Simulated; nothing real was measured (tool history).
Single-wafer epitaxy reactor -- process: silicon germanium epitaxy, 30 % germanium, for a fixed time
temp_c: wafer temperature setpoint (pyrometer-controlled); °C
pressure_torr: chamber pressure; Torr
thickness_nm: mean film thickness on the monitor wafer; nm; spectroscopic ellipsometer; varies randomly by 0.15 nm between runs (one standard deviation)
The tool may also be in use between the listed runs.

| run | hour | temp_c | pressure_torr | thickness_nm |
|---|---|---|---|---|
| 1 | 0.0 | 585 | 18.7 | 43.105 |
| 2 | 8.6 | 585 | 21.1 | 44.639 |
| 3 | 14.3 | 575 | 21.1 | 36.346 |
| 4 | 19.6 | 568 | 21.1 | 31.142 |
| 5 | 26.3 | 561 | 21.1 | 26.672 |
| 6 | 35.2 | 561 | 17.8 | 25.444 |
| 7 | 43.2 | 561 | 17.8 | 25.423 |
| 8 | 51.1 | 564 | 17.9 | 27.074 |

Forecast run 9:
| 9 | 55.6 | 567 | 18.0 | ? |

Run 9 measured thickness_nm 28.992 nm.
